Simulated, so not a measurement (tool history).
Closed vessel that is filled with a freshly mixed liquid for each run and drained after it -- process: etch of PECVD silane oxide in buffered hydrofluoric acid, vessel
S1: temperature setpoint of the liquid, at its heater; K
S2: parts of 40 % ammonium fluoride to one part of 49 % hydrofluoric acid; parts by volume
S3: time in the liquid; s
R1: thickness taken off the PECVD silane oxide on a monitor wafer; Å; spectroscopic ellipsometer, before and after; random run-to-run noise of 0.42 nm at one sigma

Run 1, hour 0.0: S1 294.15 K, S2 13.0 parts by volume, S3 100 s. Result: R1 2384.5 Å.
Run 2, hour 1.2: S1 293.15 K, S2 14.5 parts by volume, S3 100 s. Result: R1 2027.8 Å.
Run 3, hour 8.8: S1 293.15 K, S2 14.5 parts by volume, S3 110 s. Result: R1 2224.5 Å.
Run 4, hour 17.2: S1 296.15 K, S2 14.5 parts by volume, S3 110 s. Result: R1 2628.7 Å.
Run 5, hour 18.3: S1 299.65 K, S2 14.5 parts by volume, S3 110 s. Result: R1 3184.7 Å.
Run 6, hour 21.9: S1 302.15 K, S2 14.5 parts by volume, S3 110 s. Result: R1 3628.9 Å.
Run 7, hour 30.8: S1 302.15 K, S2 14.5 parts by volume, S3 110 s. Result: R1 3662.0 Å.

Expected results for the next run?
Run 8, hour 35.6: S1 298.15 K, S2 18.5 parts by volume, S3 110 s. Result: R1 ?.

{"run 8": {"R1": 2322.3}}

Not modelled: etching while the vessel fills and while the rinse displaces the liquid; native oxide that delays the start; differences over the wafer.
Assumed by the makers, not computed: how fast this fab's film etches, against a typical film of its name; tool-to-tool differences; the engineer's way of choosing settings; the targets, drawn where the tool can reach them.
